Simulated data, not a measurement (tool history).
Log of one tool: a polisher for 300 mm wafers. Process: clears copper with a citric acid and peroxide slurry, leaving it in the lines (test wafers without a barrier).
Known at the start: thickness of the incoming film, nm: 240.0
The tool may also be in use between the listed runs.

run  hour  flow of slurry (ml/min)  pressure of the wafer on the pad (kPa)  speed of the pad under the wafer (m/s)  abrasive content of the slurry  overpolish time after the end point (s)  time until the end point was called (s)  dishing of a wide line in a test structure (nm)
  1     0                      205                                    14.5                                    0.92                               1                                       14                                   148.03                                           18.546
  2   8.8                      210                                    13.8                                    0.88                               1                                       13                                   156.93                                           15.752
  3  16.7                      180                                    13.8                                    0.88                               1                                       13                                   166.09                                           15.437
  4  19.9                      200                                    13.1                                    0.86                               1                                       12                                   170.12                                           13.581
  5  22.7                      200                                    13.1                                    0.86                               1                                       15                                   169.06                                           16.965
  6  26.8                      220                                    12.4                                    0.82                               1                                       14                                   183.75                                           14.663
  7  28.6                      230                                    11.7                                     0.8                               1                                       13                                   193.87                                           12.865
  8  35.6                      240                                      11                                     0.8                               1                                       12                                   210.15                                           11.225

The next listed run, before its measurement:
  9  40.7                      240                                      11                                     0.8                               1                                       11                                        ?                                                ?

{"run 9": {"time until the end point was called (s)": 207.02, "dishing of a wide line in a test structure (nm)": 10.24}}

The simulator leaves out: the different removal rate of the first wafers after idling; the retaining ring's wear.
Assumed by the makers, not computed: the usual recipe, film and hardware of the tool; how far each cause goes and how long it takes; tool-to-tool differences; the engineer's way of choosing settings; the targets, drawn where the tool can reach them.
